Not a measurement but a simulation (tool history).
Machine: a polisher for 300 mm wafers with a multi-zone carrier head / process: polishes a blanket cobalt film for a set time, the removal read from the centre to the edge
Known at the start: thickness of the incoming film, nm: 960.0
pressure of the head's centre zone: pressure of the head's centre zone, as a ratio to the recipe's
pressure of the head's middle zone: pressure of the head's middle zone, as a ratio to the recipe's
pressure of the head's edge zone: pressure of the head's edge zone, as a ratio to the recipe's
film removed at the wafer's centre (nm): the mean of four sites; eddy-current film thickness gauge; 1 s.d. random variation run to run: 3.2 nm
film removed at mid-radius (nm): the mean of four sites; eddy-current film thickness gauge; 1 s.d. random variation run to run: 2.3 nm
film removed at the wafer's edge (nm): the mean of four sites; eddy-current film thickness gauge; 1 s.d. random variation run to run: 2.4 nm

run,day,flow of slurry (ml/min),pressure of the head's centre zone,pressure of the head's middle zone,pressure of the head's edge zone,polishing time (s),film removed at the wafer's centre (nm),film removed at mid-radius (nm),film removed at the wafer's edge (nm)
1,0,305,1,1,1,71,332.68,344.26,341.97
2,0.117,295,0.99,0.95,1.01,65,301.82,295.75,318.12
3,0.183,290,0.97,0.92,0.99,61,273.99,266.27,297.64
4,0.358,290,0.96,0.9,0.96,59,271.46,258.73,278.11
5,0.7,290,0.91,0.9,0.96,59,252.06,263.6,277.59
6,0.767,290,0.91,0.9,0.99,59,259.85,261.76,286.7
7,0.8,280,0.9,0.87,0.99,57,239.15,239.51,274

Run 8, settings as shown, results not yet in. Your forecast:
8,0.892,270,0.9,0.85,0.98,56,?,?,?

Run 8 produced film removed at the wafer's centre (nm) 236.19, film removed at mid-radius (nm) 231.52, film removed at the wafer's edge (nm) 266.5.

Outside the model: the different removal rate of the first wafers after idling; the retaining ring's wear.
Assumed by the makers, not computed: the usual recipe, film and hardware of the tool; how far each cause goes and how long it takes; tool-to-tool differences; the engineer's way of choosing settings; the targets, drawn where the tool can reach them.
